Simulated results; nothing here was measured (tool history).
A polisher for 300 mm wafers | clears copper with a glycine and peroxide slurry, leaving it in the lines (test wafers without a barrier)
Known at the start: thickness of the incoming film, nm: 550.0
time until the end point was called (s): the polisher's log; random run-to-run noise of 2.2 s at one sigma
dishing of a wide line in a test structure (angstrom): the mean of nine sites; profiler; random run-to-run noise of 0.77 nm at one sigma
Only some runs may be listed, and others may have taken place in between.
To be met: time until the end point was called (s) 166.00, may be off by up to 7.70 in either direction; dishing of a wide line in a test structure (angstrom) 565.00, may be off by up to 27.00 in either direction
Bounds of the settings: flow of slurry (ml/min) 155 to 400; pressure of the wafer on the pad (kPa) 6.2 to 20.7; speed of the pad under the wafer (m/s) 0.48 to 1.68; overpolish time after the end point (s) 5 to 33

run,day,flow of slurry (ml/min),pressure of the wafer on the pad (kPa),speed of the pad under the wafer (m/s),overpolish time after the end point (s),time until the end point was called (s),dishing of a wide line in a test structure (angstrom)
1,0.000,255,13.1,1.08,17,110.48,545.85
2,0.254,255,12.4,1.08,18,114.19,545.83
3,0.304,255,11.7,1.06,19,117.50,563.56
4,0.371,255,8.3,1.06,19,134.57,504.67
5,0.708,255,8.3,1.04,20,136.67,522.89
6,0.754,255,9.7,1.04,20,129.87,537.77
7,1.075,255,9.0,1.02,21,133.55,531.54
8,1.225,255,9.0,1.00,22,130.23,544.24
9,1.512,255,9.0,1.00,22,132.86,578.11
10,1.596,255,9.0,0.98,22,134.65,554.65
11,1.954,255,9.0,0.96,23,136.33,573.89
12,2.058,255,9.0,0.94,23,139.14,574.64
13,2.192,255,9.0,0.92,23,138.03,578.39
14,2.379,255,9.0,0.90,23,143.19,558.54
15,2.400,250,7.6,0.86,25,152.53,574.29

Which one of the following 4 next-run settings gets every result inside its allowed miss? There is exactly one.
A,2.421,245,8.3,0.96,24,?,?
B,2.421,255,7.6,0.98,25,?,?
C,2.421,180,9.0,1.10,20,?,?
D,2.421,220,6.2,0.88,27,?,?

move,time until the end point was called (s),dishing of a wide line in a test structure (angstrom)
A,142.67,593.47
B,145.00,604.13
C,135.37,531.32
D,163.91,581.34
A: lands further from the targets than the last run did
B: lands further from the targets than the last run did
C: lands further from the targets than the last run did
D: all results in spec
Go with D: it meets all targets.

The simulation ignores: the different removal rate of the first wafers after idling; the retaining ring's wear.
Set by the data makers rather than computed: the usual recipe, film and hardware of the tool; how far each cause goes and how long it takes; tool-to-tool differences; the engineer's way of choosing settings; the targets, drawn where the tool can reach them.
